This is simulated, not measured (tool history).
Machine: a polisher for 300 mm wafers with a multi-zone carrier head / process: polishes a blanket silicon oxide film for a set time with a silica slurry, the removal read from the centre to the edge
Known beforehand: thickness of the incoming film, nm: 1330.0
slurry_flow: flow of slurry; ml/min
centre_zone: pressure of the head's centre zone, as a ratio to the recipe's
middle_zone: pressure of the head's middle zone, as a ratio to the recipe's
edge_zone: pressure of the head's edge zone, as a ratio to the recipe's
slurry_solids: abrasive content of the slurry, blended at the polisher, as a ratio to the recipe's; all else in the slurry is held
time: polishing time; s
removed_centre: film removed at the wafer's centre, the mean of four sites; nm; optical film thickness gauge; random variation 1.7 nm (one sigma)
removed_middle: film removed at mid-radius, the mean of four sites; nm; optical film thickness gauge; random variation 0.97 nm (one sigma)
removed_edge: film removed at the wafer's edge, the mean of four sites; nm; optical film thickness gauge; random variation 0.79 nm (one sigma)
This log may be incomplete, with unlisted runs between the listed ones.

run 1 hour=0.0 | slurry_flow=155 centre_zone=1.00 middle_zone=1.00 edge_zone=1.00 slurry_solids=1.00 time=35 | removed_centre=138.39 removed_middle=132.750 removed_edge=134.68
run 2 hour=7.1 | slurry_flow=155 centre_zone=1.00 middle_zone=1.00 edge_zone=1.00 slurry_solids=1.20 time=35 | removed_centre=145.60 removed_middle=138.600 removed_edge=143.11
run 3 hour=9.1 | slurry_flow=155 centre_zone=1.00 middle_zone=0.94 edge_zone=1.00 slurry_solids=1.20 time=35 | removed_centre=145.54 removed_middle=135.830 removed_edge=143.28
run 4 hour=17.5 | slurry_flow=155 centre_zone=1.00 middle_zone=0.94 edge_zone=1.00 slurry_solids=1.20 time=39 | removed_centre=162.32 removed_middle=147.160 removed_edge=157.18
run 5 hour=25.5 | slurry_flow=155 centre_zone=1.00 middle_zone=0.94 edge_zone=1.00 slurry_solids=1.20 time=43 | removed_centre=173.35 removed_middle=164.360 removed_edge=175.84
run 6 hour=33.1 | slurry_flow=155 centre_zone=1.00 middle_zone=0.98 edge_zone=1.00 slurry_solids=1.20 time=43 | removed_centre=175.62 removed_middle=166.800 removed_edge=174.46
run 7 hour=36.8 | slurry_flow=145 centre_zone=1.02 middle_zone=0.95 edge_zone=0.97 slurry_solids=1.00 time=41 | removed_centre=154.92 removed_middle=144.680 removed_edge=153.10
-- hour=43.8 edge zone pressure recalibrated
run 8 hour=43.8 | slurry_flow=145 centre_zone=1.05 middle_zone=0.94 edge_zone=0.94 slurry_solids=0.85 time=40 | removed_centre=151.84 removed_middle=134.990 removed_edge=133.80
run 9 hour=48.2 | slurry_flow=105 centre_zone=0.98 middle_zone=0.84 edge_zone=0.88 slurry_solids=0.60 time=39 | removed_centre=109.22 removed_middle=96.451 removed_edge=108.13

Run 10, settings as shown, results not yet in. Your forecast:
run 10 hour=54.3 | slurry_flow=115 centre_zone=0.99 middle_zone=0.85 edge_zone=0.87 slurry_solids=0.60 time=39 | removed_centre=? removed_middle=? removed_edge=?

{"run 10": {"removed_centre": 114.22, "removed_middle": 100.02, "removed_edge": 108.19}}

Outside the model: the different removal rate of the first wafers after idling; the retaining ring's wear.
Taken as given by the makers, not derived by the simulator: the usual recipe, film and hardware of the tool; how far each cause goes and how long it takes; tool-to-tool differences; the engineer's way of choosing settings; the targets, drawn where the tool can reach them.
